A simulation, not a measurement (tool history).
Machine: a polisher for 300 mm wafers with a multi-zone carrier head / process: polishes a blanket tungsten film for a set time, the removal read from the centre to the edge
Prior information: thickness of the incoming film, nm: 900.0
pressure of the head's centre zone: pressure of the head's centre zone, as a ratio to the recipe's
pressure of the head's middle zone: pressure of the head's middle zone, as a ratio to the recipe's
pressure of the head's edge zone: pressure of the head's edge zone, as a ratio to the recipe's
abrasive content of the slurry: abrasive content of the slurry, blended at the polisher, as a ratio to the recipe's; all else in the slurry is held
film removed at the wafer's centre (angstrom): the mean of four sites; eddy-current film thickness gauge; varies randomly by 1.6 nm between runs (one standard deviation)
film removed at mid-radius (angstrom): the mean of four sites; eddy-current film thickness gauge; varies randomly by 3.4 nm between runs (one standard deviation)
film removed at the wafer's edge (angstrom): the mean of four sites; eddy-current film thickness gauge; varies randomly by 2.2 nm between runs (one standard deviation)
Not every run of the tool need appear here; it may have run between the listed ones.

run	hour	flow of slurry (ml/min)	pressure of the head's centre zone	pressure of the head's middle zone	pressure of the head's edge zone	abrasive content of the slurry	polishing time (s)	film removed at the wafer's centre (angstrom)	film removed at mid-radius (angstrom)	film removed at the wafer's edge (angstrom)
1	0.0	255	1.00	1.00	1.00	1.00	53	3402.8	3454.8	3416.0
2	7.1	250	0.97	0.98	0.97	0.90	53	3280.6	3298.0	3267.0
3	11.2	215	0.97	0.98	0.97	0.90	53	3160.6	3243.7	3188.7
4	18.1	205	0.94	0.96	0.95	0.85	53	2997.1	3068.7	3093.4
5	19.0	205	0.88	0.96	0.95	0.85	53	2886.4	3086.8	3129.5
6	24.8	195	0.87	0.96	0.92	0.80	53	2781.8	2998.6	2945.2
7	28.2	190	0.86	0.95	0.91	0.80	53	2764.8	3008.0	2931.0
8	35.6	185	0.85	0.94	0.90	0.80	53	2728.7	2946.5	2922.4

Expected results for the next run?
9	41.8	185	0.85	0.94	0.90	0.80	53	?	?	?

film removed at the wafer's centre (angstrom): 2725.0
film removed at mid-radius (angstrom): 2887.7
film removed at the wafer's edge (angstrom): 2940.1
